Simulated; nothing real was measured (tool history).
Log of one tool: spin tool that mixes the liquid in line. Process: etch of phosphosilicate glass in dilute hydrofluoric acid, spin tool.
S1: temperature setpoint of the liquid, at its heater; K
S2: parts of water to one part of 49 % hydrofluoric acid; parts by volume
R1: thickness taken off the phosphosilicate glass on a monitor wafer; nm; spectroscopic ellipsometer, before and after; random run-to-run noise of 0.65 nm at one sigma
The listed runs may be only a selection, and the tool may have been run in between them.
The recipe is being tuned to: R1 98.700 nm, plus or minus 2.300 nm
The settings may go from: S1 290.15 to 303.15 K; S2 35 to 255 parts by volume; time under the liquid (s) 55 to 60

{"run": 1, "day": 0.0, "S1": 295.15, "S2": 145, "time under the liquid (s)": 55, "R1": 42.153}
{"run": 2, "day": 0.358, "S1": 297.15, "S2": 125, "time under the liquid (s)": 55, "R1": 54.329}
{"run": 3, "day": 0.567, "S1": 298.65, "S2": 115, "time under the liquid (s)": 55, "R1": 63.32}
{"run": 4, "day": 0.871, "S1": 298.65, "S2": 115, "time under the liquid (s)": 60, "R1": 68.069}
{"run": 5, "day": 1.142, "S1": 298.65, "S2": 115, "time under the liquid (s)": 55, "R1": 63.027}
{"run": 6, "day": 1.362, "S1": 298.65, "S2": 115, "time under the liquid (s)": 60, "R1": 68.36}
{"run": 7, "day": 1.4, "S1": 299.65, "S2": 110, "time under the liquid (s)": 60, "R1": 75.195}
{"run": 8, "day": 1.492, "S1": 300.65, "S2": 105, "time under the liquid (s)": 60, "R1": 82.562}
{"run": 9, "day": 1.633, "S1": 301.15, "S2": 105, "time under the liquid (s)": 60, "R1": 83.595}
{"run": 10, "day": 1.821, "S1": 301.65, "S2": 100, "time under the liquid (s)": 60, "R1": 89.358}
{"run": 11, "day": 2.117, "S1": 302.15, "S2": 100, "time under the liquid (s)": 60, "R1": 91.684}

Of the 4 settings listed for the next run, only one would bring every result within its allowed miss of target. Which one?
{"run": "A", "day": 2.412, "S1": 301.65, "S2": 90, "time under the liquid (s)": 55, "R1": "?"}
{"run": "B", "day": 2.412, "S1": 299.15, "S2": 90, "time under the liquid (s)": 60, "R1": "?"}
{"run": "C", "day": 2.412, "S1": 301.65, "S2": 85, "time under the liquid (s)": 55, "R1": "?"}
{"run": "D", "day": 2.412, "S1": 302.15, "S2": 90, "time under the liquid (s)": 55, "R1": "?"}

move=A R1=93.384
move=B R1=92.462
move=C R1=99.568
move=D R1=95.187
A: closes in on the targets versus the last run, not all within tolerance yet
B: closes in on the targets versus the last run, not all within tolerance yet
C: every result within its allowed miss
D: closes in on the targets versus the last run, not all within tolerance yet
So the answer is move C, the one that meets all the targets.
